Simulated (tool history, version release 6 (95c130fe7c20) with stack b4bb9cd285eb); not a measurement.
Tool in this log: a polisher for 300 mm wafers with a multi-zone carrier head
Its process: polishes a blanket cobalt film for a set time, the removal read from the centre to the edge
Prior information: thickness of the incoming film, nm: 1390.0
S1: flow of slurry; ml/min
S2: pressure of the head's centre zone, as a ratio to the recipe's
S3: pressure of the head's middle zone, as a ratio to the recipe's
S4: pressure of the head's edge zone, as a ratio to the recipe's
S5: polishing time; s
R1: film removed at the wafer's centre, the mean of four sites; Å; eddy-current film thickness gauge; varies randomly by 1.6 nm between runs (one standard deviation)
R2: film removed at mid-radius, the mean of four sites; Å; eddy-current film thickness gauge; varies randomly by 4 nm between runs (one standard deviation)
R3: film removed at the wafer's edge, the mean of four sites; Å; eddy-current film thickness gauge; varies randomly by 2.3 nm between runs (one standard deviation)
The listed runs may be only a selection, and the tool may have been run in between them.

| run | hour | S1 | S2 | S3 | S4 | S5 | R1 | R2 | R3 |
|---|---|---|---|---|---|---|---|---|---|
| 1 | 0.0 | 220 | 1.00 | 1.00 | 1.00 | 63 | 2580.1 | 2672.7 | 2601.1 |
| 2 | 7.0 | 220 | 0.93 | 1.00 | 1.00 | 63 | 2393.3 | 2670.1 | 2593.2 |
| 3 | 14.3 | 220 | 0.91 | 1.00 | 1.03 | 63 | 2372.5 | 2710.5 | 2628.0 |
| 4 | 22.9 | 215 | 0.89 | 0.99 | 1.06 | 63 | 2272.6 | 2657.4 | 2647.4 |
| 5 | 26.1 | 220 | 0.88 | 0.99 | 1.08 | 63 | 2264.1 | 2650.4 | 2638.1 |
| 6 | 28.6 | 220 | 0.88 | 0.99 | 1.08 | 55 | 1961.0 | 2386.0 | 2338.7 |

The next listed run, before its measurement:
| 7 | 30.8 | 225 | 0.88 | 0.99 | 1.11 | 58 | ? | ? | ? |

Run 7 produced R1 2088.5 Å, R2 2464.5 Å, R3 2500.0 Å.

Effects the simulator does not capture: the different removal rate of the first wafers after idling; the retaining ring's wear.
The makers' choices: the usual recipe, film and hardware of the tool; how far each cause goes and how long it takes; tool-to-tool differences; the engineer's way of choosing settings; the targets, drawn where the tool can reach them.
